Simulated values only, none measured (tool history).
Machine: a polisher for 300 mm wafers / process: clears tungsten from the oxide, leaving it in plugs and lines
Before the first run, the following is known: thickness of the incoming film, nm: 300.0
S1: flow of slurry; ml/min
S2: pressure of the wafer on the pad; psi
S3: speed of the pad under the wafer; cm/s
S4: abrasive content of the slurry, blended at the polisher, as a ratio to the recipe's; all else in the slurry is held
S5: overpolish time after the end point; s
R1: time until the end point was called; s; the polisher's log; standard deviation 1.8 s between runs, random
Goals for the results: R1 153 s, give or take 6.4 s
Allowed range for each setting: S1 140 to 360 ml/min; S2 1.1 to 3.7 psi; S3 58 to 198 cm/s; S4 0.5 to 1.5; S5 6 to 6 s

{"run": 1, "hour": 0.0, "S1": 230, "S2": 2.4, "S3": 128, "S4": 1, "S5": 6, "R1": 69.782}
{"run": 2, "hour": 5.8, "S1": 230, "S2": 2.1, "S3": 120, "S4": 1, "S5": 6, "R1": 87.927}
{"run": 3, "hour": 9.4, "S1": 230, "S2": 1.8, "S3": 118, "S4": 1, "S5": 6, "R1": 102.06}
{"run": 4, "hour": 14.3, "S1": 230, "S2": 1.8, "S3": 118, "S4": 1, "S5": 6, "R1": 102.43}
{"run": 5, "hour": 22.8, "S1": 230, "S2": 1.6, "S3": 116, "S4": 1, "S5": 6, "R1": 115.7}
{"run": 6, "hour": 23.9, "S1": 230, "S2": 1.5, "S3": 116, "S4": 1, "S5": 6, "R1": 121.93}
{"run": 7, "hour": 31.4, "S1": 230, "S2": 1.4, "S3": 116, "S4": 1, "S5": 6, "R1": 129.78}
{"run": 8, "hour": 37.8, "S1": 230, "S2": 1.3, "S3": 116, "S4": 1, "S5": 6, "R1": 138.08}
{"run": 9, "hour": 46.6, "S1": 230, "S2": 1.1, "S3": 114, "S4": 1, "S5": 6, "R1": 166.72}
{"run": 10, "hour": 50.9, "S1": 230, "S2": 1.3, "S3": 114, "S4": 1, "S5": 6, "R1": 141.43}
{"hour": 58.3, "done": "head pressure recalibrated"}
{"run": 11, "hour": 58.3, "S1": 230, "S2": 1.2, "S3": 114, "S4": 1, "S5": 6, "R1": 165.72}

4 next moves are on the table. One of them brings every result within its allowed miss. Which?
{"run": "A", "hour": 65.7, "S1": 245, "S2": 1.1, "S3": 126, "S4": 1.2, "S5": 6, "R1": "?"}
{"run": "B", "hour": 65.7, "S1": 195, "S2": 1.4, "S3": 124, "S4": 0.95, "S5": 6, "R1": "?"}
{"run": "C", "hour": 65.7, "S1": 360, "S2": 1.4, "S3": 90, "S4": 1.05, "S5": 6, "R1": "?"}
{"run": "D", "hour": 65.7, "S1": 235, "S2": 1.3, "S3": 98, "S4": 1, "S5": 6, "R1": "?"}

move=A R1=158.1
move=B R1=138.6
move=C R1=174.85
move=D R1=181
A: each result inside its tolerance
B: carries the result that was furthest off beyond its target, to the other side
C: its largest miss is bigger than the last run's
D: its largest miss is bigger than the last run's
Correct choice: A, which meets every target
